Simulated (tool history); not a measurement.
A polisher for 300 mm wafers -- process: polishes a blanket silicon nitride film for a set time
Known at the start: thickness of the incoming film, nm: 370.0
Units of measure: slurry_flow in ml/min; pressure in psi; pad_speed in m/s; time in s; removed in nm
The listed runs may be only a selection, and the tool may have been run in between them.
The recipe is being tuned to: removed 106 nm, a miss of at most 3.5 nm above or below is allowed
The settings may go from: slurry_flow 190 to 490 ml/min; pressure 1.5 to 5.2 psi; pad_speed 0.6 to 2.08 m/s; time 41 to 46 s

run	hour	slurry_flow	pressure	pad_speed	time	removed
1	0	315	3.3	1.34	46	77.018
2	8	315	3.6	1.34	46	84.506
3	13.1	315	3.8	1.34	46	87.455
4	18	315	3.8	1.04	46	73.864
5	24.8	315	3	1.04	46	59.178
6	29.9	315	3.5	1.06	46	69.651
7	32.2	315	3.9	1.06	46	76.618
8	40.9	315	4.2	1.06	46	81.146
9	44.4	315	4.4	1.08	46	88.151
10	50	315	5.1	1.1	46	101.6

4 next moves are on the table. One of them brings every result within its allowed miss. Which?
A	55.6	305	5.2	1.18	44	?
B	55.6	315	4.9	1.08	46	?
C	55.6	245	4.8	1.4	46	?
D	55.6	305	5.1	1.1	44	?

move	removed
A	104.03
B	96.373
C	111.91
D	96.912
A: all results land within tolerance of their targets
B: its largest miss is bigger than the last run's
C: pushes the last run's worst result past its target
D: its largest miss is bigger than the last run's
Correct choice: A, which meets every target

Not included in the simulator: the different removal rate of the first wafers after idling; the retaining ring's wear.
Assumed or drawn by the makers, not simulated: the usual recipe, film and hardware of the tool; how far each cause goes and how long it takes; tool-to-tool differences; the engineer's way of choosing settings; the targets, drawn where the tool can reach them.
